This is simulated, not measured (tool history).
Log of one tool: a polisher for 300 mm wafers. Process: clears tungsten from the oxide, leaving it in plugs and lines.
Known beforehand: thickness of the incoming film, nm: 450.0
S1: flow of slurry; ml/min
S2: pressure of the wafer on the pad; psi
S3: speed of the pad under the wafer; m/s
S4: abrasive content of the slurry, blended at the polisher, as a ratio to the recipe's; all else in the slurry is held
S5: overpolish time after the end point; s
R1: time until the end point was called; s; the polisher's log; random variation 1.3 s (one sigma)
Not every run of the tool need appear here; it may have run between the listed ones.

run	hour	S1	S2	S3	S4	S5	R1
1	0.0	200	3.5	0.96	1.00	14	114.61
2	8.3	200	2.8	0.96	1.00	14	145.47
3	11.4	200	3.2	0.96	1.00	14	128.73
4	14.5	200	2.7	0.96	1.00	14	154.11
5	17.4	200	3.1	0.96	1.00	14	130.66
6	21.3	200	3.1	0.96	1.15	14	127.73

What will run 7 give?
7	22.6	200	3.1	0.96	1.15	14	?

Run 7 measured R1 129.41 s.

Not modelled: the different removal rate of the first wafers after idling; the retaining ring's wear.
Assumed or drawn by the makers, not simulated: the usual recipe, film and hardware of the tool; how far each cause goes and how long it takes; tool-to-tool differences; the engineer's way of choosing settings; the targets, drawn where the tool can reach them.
